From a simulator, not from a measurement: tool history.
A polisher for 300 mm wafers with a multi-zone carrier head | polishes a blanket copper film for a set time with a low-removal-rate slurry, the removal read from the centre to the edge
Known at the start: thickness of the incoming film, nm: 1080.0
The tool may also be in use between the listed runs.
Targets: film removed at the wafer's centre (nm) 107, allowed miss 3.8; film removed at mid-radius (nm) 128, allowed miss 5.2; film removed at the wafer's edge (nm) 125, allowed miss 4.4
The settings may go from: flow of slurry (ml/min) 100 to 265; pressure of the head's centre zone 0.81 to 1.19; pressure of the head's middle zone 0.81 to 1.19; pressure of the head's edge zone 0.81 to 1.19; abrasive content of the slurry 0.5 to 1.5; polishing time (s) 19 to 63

| run | hour | flow of slurry (ml/min) | pressure of the head's centre zone | pressure of the head's middle zone | pressure of the head's edge zone | abrasive content of the slurry | polishing time (s) | film removed at the wafer's centre (nm) | film removed at mid-radius (nm) | film removed at the wafer's edge (nm) |
|---|---|---|---|---|---|---|---|---|---|---|
| 1 | 0 | 170 | 1 | 1 | 1 | 1 | 41 | 126.14 | 126.02 | 125.82 |
| 2 | 0.5 | 170 | 1 | 1 | 1 | 1 | 45 | 139.38 | 139.17 | 138.87 |
| 3 | 7.2 | 165 | 0.97 | 1 | 0.99 | 0.95 | 45 | 133.78 | 136.04 | 136 |
| 4 | 13.2 | 205 | 0.97 | 1 | 0.99 | 0.95 | 45 | 139.45 | 143.64 | 141.01 |
| 5 | 15.8 | 220 | 0.97 | 1 | 0.99 | 0.95 | 45 | 139.04 | 143.49 | 141.79 |
| 6 | 22.4 | 220 | 0.97 | 1.04 | 0.99 | 0.95 | 45 | 140.45 | 144.62 | 143.74 |
| 7 | 24 | 210 | 0.94 | 1.03 | 0.98 | 0.9 | 45 | 134.89 | 146.36 | 138.38 |
| 8 | 31.8 | 210 | 0.94 | 1.03 | 0.98 | 0.9 | 45 | 134.79 | 141.15 | 140.04 |
| 9 | 39.2 | 205 | 0.92 | 1.05 | 0.98 | 0.9 | 44 | 128.01 | 138.6 | 133.99 |
| 10 | 44.8 | 195 | 0.9 | 1.06 | 0.99 | 0.9 | 44 | 126.14 | 141.88 | 135.27 |

5 next moves are on the table. One of them brings every result within its allowed miss. Which?
| A | 50.4 | 195 | 1.19 | 1.16 | 0.93 | 1 | 39 | ? | ? | ? |
| B | 50.4 | 225 | 0.95 | 1.19 | 0.89 | 1.05 | 46 | ? | ? | ? |
| C | 50.4 | 200 | 0.81 | 1.11 | 1.04 | 0.9 | 39 | ? | ? | ? |
| D | 50.4 | 180 | 0.88 | 1.1 | 1.07 | 1 | 39 | ? | ? | ? |
| E | 50.4 | 190 | 0.84 | 0.91 | 1.16 | 0.85 | 46 | ? | ? | ? |

| move | film removed at the wafer's centre (nm) | film removed at mid-radius (nm) | film removed at the wafer's edge (nm) |
|---|---|---|---|
| A | 148.03 | 137.2 | 118.76 |
| B | 143.4 | 169.96 | 140.28 |
| C | 99.509 | 131.45 | 124.05 |
| D | 107.57 | 130 | 125.94 |
| E | 119.65 | 130.93 | 152.99 |
A: further off than the last run
B: further off than the last run
C: takes the result that was furthest off past its target
D: meets every target
E: further off than the last run
Move D is the one to make.
